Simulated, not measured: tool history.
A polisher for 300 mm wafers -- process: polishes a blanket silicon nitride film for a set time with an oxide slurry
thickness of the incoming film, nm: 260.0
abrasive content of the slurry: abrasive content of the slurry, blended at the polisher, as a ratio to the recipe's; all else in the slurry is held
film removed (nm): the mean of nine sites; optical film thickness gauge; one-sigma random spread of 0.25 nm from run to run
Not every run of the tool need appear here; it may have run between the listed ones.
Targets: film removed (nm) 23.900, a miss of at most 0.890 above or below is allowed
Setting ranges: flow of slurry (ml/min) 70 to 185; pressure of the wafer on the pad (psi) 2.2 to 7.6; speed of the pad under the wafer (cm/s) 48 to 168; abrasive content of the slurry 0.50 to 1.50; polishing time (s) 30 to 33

run  hour  flow of slurry (ml/min)  pressure of the wafer on the pad (psi)  speed of the pad under the wafer (cm/s)  abrasive content of the slurry  polishing time (s)  film removed (nm)
  1   0.0                      120                                     4.9                                      108                            1.00                  33             29.814
  2   5.5                      115                                     4.7                                      108                            1.00                  33             28.939
  3  10.0                      115                                     4.2                                      108                            1.00                  33             25.642
  4  11.1                      115                                     4.2                                      108                            1.00                  33             25.735
  5  19.9                      115                                     4.1                                      108                            1.00                  33             25.611
  6  20.4                      130                                     4.1                                      108                            1.00                  33             25.599
  7  27.7                      130                                     4.0                                      108                            1.00                  33             25.649
  8  29.6                      115                                     3.7                                      108                            1.00                  33             23.078

Consider the 4 candidate settings below. Which is the only one whose results all fall within their allowed miss of target?
  A  31.5                      165                                     3.2                                      116                            0.90                  33                  ?
  B  31.5                      125                                     3.7                                      112                            1.05                  30                  ?
  C  31.5                      110                                     4.0                                       98                            1.15                  33                  ?
  D  31.5                      105                                     3.3                                      120                            1.00                  33                  ?

move  film removed (nm)
   A             21.344
   B             22.009
   C             23.829
   D             21.417
A: further off than the last run
B: further off than the last run
C: all results land within tolerance of their targets
D: further off than the last run
Go with C: it meets all targets.

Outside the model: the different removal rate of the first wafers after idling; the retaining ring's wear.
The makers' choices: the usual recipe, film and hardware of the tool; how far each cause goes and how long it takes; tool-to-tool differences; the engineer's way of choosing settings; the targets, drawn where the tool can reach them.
